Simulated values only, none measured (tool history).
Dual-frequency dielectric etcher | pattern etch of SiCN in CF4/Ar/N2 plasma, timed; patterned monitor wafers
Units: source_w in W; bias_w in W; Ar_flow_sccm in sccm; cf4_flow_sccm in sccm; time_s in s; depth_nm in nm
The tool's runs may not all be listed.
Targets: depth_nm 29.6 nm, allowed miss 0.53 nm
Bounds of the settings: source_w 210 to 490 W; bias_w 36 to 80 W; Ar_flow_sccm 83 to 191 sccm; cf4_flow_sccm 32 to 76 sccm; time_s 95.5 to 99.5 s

run    day  source_w  bias_w  Ar_flow_sccm  cf4_flow_sccm  time_s  depth_nm
  1      0       350      58           137             54    95.5    52.183
  2  0.121       410      58           137             54    95.5    60.478
  3  0.496       410      50           137             54    95.5      55.1
  4  0.525       460      50           137             54    95.5    61.363
     0.633  -- source power generator calibrated
  5  0.633       420      48           141             53    95.5    56.795
  6    0.7       420      41           141             53    95.5    51.223
  7  1.054       390      40           143             52    95.5    46.728
  8  1.367       390      40           143             52    95.5    46.158
  9  1.421       360      40           143             52    95.5    43.115
 10  1.604       290      36           150             51    95.5    32.072

Which of these 4 next moves meets every target?
  A  1.788       310      38           165             48    99.5         ?
  B  1.788       260      36           150             50    95.5         ?
  C  1.788       300      39           147             49      96         ?
  D  1.788       270      39           191             49    95.5         ?

move  depth_nm
   A    35.906
   B    28.622
   C    35.237
   D    29.896
A: further off than the last run
B: takes the result that was furthest off past its target
C: further off than the last run
D: meets every target
Answer: D

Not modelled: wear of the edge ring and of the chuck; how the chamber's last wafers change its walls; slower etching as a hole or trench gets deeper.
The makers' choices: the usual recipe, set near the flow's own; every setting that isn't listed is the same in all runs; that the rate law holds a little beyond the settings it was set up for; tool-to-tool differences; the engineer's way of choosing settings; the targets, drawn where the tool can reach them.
